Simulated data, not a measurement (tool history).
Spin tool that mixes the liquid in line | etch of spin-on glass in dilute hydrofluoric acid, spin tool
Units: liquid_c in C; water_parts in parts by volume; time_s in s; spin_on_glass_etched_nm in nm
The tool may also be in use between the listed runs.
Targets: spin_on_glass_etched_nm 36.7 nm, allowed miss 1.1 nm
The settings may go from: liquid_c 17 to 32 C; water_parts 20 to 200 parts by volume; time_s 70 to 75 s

run,hour,liquid_c,water_parts,time_s,spin_on_glass_etched_nm
1,0,24,110,70,20.769
2,8,25.5,110,70,22.393
3,14.7,23,110,70,20.242
4,16.3,25,105,70,22.839
5,18.9,23,105,70,21.283
6,26.1,25,100,70,24.509
7,28.9,26.5,95,70,27.451
8,30.6,26.5,95,70,27.199
9,36.9,27.5,95,70,28.453
10,41.3,27.5,95,70,28.602

Which of these 5 next moves meets every target?
A,45.7,27.5,80,75,?
B,45.7,28.5,90,75,?
C,45.7,31,75,70,?
D,45.7,32,100,75,?
E,45.7,29.5,85,70,?

move,spin_on_glass_etched_nm
A,36.833
B,33.564
C,42.263
D,33.963
E,34.707
A: meets every target
B: nearer than the last run, and not there yet
C: takes the result that was furthest off past its target
D: nearer than the last run, and not there yet
E: nearer than the last run, and not there yet
Answer: A
